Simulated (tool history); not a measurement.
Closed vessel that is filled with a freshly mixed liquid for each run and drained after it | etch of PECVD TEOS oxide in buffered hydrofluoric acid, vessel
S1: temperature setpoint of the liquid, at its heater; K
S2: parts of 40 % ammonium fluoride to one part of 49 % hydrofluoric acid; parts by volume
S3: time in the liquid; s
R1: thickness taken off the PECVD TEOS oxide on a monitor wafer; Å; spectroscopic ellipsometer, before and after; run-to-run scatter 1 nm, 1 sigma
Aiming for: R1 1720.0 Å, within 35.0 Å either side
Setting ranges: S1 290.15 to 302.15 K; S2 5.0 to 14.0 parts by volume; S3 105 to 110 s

run 1 day=0.000 | S1=294.15 S2=8.5 S3=105 | R1=2198.1
run 2 day=0.062 | S1=294.15 S2=8.5 S3=105 | R1=2204.8
run 3 day=0.200 | S1=297.15 S2=8.5 S3=105 | R1=2586.0
run 4 day=0.508 | S1=294.65 S2=8.5 S3=105 | R1=2221.3
run 5 day=0.608 | S1=294.15 S2=8.5 S3=105 | R1=2178.5
run 6 day=0.917 | S1=294.15 S2=9.5 S3=105 | R1=1954.3
run 7 day=1.221 | S1=293.65 S2=9.5 S3=105 | R1=1896.7
run 8 day=1.546 | S1=292.65 S2=9.5 S3=105 | R1=1781.6

Which of these 5 next moves meets every target?
run A day=1.871 | S1=292.65 S2=10.0 S3=110 | R1=?
run B day=1.871 | S1=292.15 S2=8.5 S3=105 | R1=?
run C day=1.871 | S1=290.65 S2=8.5 S3=110 | R1=?
run D day=1.871 | S1=294.15 S2=10.5 S3=110 | R1=?
run E day=1.871 | S1=292.15 S2=9.5 S3=105 | R1=?

move=A R1=1801.4
move=B R1=1964.3
move=C R1=1890.4
move=D R1=1899.7
move=E R1=1741.1
A: further off than the last run
B: further off than the last run
C: further off than the last run
D: further off than the last run
E: meets every target
The move that meets every target is E.
